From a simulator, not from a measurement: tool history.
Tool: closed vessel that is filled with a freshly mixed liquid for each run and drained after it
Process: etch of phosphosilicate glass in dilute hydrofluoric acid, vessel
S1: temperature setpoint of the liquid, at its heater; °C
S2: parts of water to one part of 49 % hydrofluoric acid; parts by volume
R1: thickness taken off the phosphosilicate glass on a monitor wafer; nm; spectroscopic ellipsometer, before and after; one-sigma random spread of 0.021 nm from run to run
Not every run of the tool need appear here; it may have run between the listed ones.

run 1 hour=0 | S1=25 S2=255 time_in_the_liquid_(s)=30 | R1=13.599
run 2 hour=0.8 | S1=27.5 S2=255 time_in_the_liquid_(s)=30 | R1=14.91
run 3 hour=7 | S1=27.5 S2=255 time_in_the_liquid_(s)=30 | R1=14.865
run 4 hour=10.5 | S1=27.5 S2=175 time_in_the_liquid_(s)=30 | R1=23.785
run 5 hour=16 | S1=26.5 S2=195 time_in_the_liquid_(s)=30 | R1=19.962
run 6 hour=23.2 | S1=25 S2=195 time_in_the_liquid_(s)=30 | R1=18.992
run 7 hour=26.7 | S1=24 S2=210 time_in_the_liquid_(s)=30 | R1=16.755
run 8 hour=33.4 | S1=23 S2=225 time_in_the_liquid_(s)=30 | R1=14.836
run 9 hour=38 | S1=22.5 S2=235 time_in_the_liquid_(s)=30 | R1=13.803
run 10 hour=39.7 | S1=22 S2=245 time_in_the_liquid_(s)=30 | R1=12.839

Run 11 comes next. What will it give?
run 11 hour=43.2 | S1=21.5 S2=255 time_in_the_liquid_(s)=30 | R1=?

R1: 12.052 nm
